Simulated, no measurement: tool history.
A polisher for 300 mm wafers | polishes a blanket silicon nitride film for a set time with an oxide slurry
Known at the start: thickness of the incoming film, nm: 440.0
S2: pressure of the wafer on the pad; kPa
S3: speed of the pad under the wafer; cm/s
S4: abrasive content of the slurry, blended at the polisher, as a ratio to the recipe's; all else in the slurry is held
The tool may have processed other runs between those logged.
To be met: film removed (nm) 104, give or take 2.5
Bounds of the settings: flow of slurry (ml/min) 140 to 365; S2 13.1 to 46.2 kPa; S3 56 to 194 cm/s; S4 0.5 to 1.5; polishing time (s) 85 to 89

run 1 hour=0 | flow_of_slurry_(ml/min)=235 S2=29.6 S3=124 S4=1 polishing_time_(s)=85 | film_removed_(nm)=78.175
run 2 hour=5.3 | flow_of_slurry_(ml/min)=235 S2=23.4 S3=124 S4=1 polishing_time_(s)=85 | film_removed_(nm)=62.615
run 3 hour=6.2 | flow_of_slurry_(ml/min)=235 S2=23.4 S3=124 S4=0.8 polishing_time_(s)=85 | film_removed_(nm)=56.867
run 4 hour=11 | flow_of_slurry_(ml/min)=265 S2=23.4 S3=124 S4=0.8 polishing_time_(s)=85 | film_removed_(nm)=57.194
run 5 hour=18.2 | flow_of_slurry_(ml/min)=265 S2=26.9 S3=124 S4=0.8 polishing_time_(s)=85 | film_removed_(nm)=65.158
run 6 hour=19.9 | flow_of_slurry_(ml/min)=265 S2=26.9 S3=124 S4=0.95 polishing_time_(s)=85 | film_removed_(nm)=69.909
run 7 hour=23.1 | flow_of_slurry_(ml/min)=265 S2=29.6 S3=124 S4=0.95 polishing_time_(s)=85 | film_removed_(nm)=76.939
run 8 hour=30.6 | flow_of_slurry_(ml/min)=265 S2=31.7 S3=124 S4=0.95 polishing_time_(s)=85 | film_removed_(nm)=82.686

Pick the move, out of 4, that brings all results within their allowed miss; only one does.
run A hour=38.1 | flow_of_slurry_(ml/min)=290 S2=32.4 S3=62 S4=1 polishing_time_(s)=89 | film_removed_(nm)=?
run B hour=38.1 | flow_of_slurry_(ml/min)=250 S2=30.3 S3=144 S4=0.95 polishing_time_(s)=89 | film_removed_(nm)=?
run C hour=38.1 | flow_of_slurry_(ml/min)=195 S2=22.8 S3=156 S4=0.75 polishing_time_(s)=85 | film_removed_(nm)=?
run D hour=38.1 | flow_of_slurry_(ml/min)=240 S2=36.5 S3=124 S4=1.1 polishing_time_(s)=88 | film_removed_(nm)=?

move=A film_removed_(nm)=61.64
move=B film_removed_(nm)=89.515
move=C film_removed_(nm)=60.264
move=D film_removed_(nm)=102.07
A: further off than the last run
B: moves toward the targets from the last run without getting all of them in spec
C: further off than the last run
D: meets every target
D meets every target.

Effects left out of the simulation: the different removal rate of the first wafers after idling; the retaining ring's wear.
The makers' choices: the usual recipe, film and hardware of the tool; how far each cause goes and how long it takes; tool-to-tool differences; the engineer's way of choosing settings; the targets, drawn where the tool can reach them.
